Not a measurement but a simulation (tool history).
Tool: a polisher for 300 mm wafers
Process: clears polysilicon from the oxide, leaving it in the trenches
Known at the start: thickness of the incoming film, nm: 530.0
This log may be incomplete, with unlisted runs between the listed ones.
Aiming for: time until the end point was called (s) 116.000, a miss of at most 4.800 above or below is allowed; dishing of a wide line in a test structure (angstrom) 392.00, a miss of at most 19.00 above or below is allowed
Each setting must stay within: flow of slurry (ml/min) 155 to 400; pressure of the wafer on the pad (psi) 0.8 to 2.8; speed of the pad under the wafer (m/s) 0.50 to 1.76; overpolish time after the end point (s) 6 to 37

run	day	flow of slurry (ml/min)	pressure of the wafer on the pad (psi)	speed of the pad under the wafer (m/s)	overpolish time after the end point (s)	time until the end point was called (s)	dishing of a wide line in a test structure (angstrom)
1	0.000	255	1.8	1.12	19	58.597	400.08
2	0.029	255	2.2	1.12	19	48.035	409.38
3	0.271	255	2.2	1.12	22	48.988	400.79
4	0.562	255	2.2	1.12	17	48.027	395.45
5	0.862	255	1.9	1.08	17	58.176	401.35
6	0.996	255	1.9	1.08	12	57.936	373.60
7	1.338	255	1.7	1.04	13	67.321	369.44
8	1.396	255	1.5	1.02	15	76.295	370.19
9	1.742	255	1.4	1.02	18	83.301	376.82
10	2.112	255	1.3	1.02	20	87.421	385.32
11	2.288	255	1.2	1.02	21	95.131	378.92

Exactly one of the 4 candidate moves below puts every result within its allowed miss. Which one?
A	2.462	320	1.2	0.94	27	?	?
B	2.462	260	1.3	0.76	30	?	?
C	2.462	260	1.5	0.74	29	?	?
D	2.462	310	1.2	0.74	31	?	?

move	time until the end point was called (s)	dishing of a wide line in a test structure (angstrom)
A	99.704	394.44
B	115.680	392.09
C	103.410	396.18
D	125.810	389.01
A: an improvement on the last run, though not all results are within tolerance
B: in spec on every target
C: an improvement on the last run, though not all results are within tolerance
D: pushes the last run's worst result past its target
B meets every target.
